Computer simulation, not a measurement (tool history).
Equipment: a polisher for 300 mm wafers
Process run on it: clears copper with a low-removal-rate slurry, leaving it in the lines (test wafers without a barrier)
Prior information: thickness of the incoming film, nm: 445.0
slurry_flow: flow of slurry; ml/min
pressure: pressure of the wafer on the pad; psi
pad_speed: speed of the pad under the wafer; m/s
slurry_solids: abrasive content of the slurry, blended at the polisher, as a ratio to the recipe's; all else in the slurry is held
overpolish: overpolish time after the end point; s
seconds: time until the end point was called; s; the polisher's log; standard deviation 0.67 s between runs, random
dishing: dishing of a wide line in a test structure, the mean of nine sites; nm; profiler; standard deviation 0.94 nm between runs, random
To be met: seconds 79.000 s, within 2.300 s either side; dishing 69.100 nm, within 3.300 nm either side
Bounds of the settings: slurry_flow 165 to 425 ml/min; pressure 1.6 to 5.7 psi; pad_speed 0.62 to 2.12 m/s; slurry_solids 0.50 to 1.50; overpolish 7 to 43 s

run	day	slurry_flow	pressure	pad_speed	slurry_solids	overpolish	seconds	dishing
1	0.000	275	3.6	1.36	1.00	22	106.650	70.041
2	0.229	275	3.6	1.36	0.90	22	110.110	69.206
3	0.450	280	3.8	1.36	0.90	20	102.720	67.432
4	0.612	280	3.8	1.36	1.05	20	101.240	67.979
5	0.808	280	3.8	1.36	1.05	28	100.300	89.263
6	0.892	290	4.0	1.36	1.10	25	93.025	87.238
7	1.175	300	4.1	1.36	1.10	22	92.588	79.041
8	1.217	300	4.2	1.36	1.10	20	89.009	76.667
9	1.350	315	4.6	1.38	1.10	13	79.573	59.348
10	1.688	315	4.6	1.38	1.10	14	79.928	62.146
11	2.025	315	4.6	1.38	1.10	15	80.127	65.998

Which one of the following 5 next-run settings gets every result inside its allowed miss? There is exactly one.
A	2.362	350	4.9	1.26	1.30	16	?	?
B	2.362	300	4.6	1.36	1.15	14	?	?
C	2.362	345	4.5	1.36	1.10	15	?	?
D	2.362	315	5.0	1.22	1.30	14	?	?
E	2.362	310	4.7	1.38	1.10	14	?	?

move	seconds	dishing
A	78.969	70.725
B	81.103	61.582
C	82.827	64.076
D	80.489	62.225
E	78.883	63.123
A: all results in spec
B: further off than the last run
C: further off than the last run
D: further off than the last run
E: further off than the last run
A is the move that brings every result within its allowed miss.
